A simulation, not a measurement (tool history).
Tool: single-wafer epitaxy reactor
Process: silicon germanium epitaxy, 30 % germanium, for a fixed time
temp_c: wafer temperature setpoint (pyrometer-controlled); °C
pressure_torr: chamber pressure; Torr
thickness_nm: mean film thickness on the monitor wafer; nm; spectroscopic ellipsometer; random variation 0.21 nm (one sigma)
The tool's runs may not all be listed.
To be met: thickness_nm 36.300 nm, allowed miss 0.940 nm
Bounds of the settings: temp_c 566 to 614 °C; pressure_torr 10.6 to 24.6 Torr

run	hour	temp_c	pressure_torr	thickness_nm
1	0.0	590	17.6	47.048
2	3.4	590	19.6	49.445
3	6.7	598	19.6	56.446
4	8.4	595	19.5	53.567
5	13.5	592	19.4	51.000
6	17.4	590	19.3	49.414
7	21.5	588	19.2	48.092
8	28.6	576	18.6	37.674
9	33.6	575	18.6	37.630

Which of these 4 next moves meets every target?
A	38.6	579	17.9	?
B	38.6	569	21.5	?
C	38.6	579	19.0	?
D	38.6	577	18.8	?

move	thickness_nm
A	39.208
B	36.065
C	40.423
D	38.828
A: further off than the last run
B: meets every target
C: further off than the last run
D: further off than the last run
Move B is the one to make.
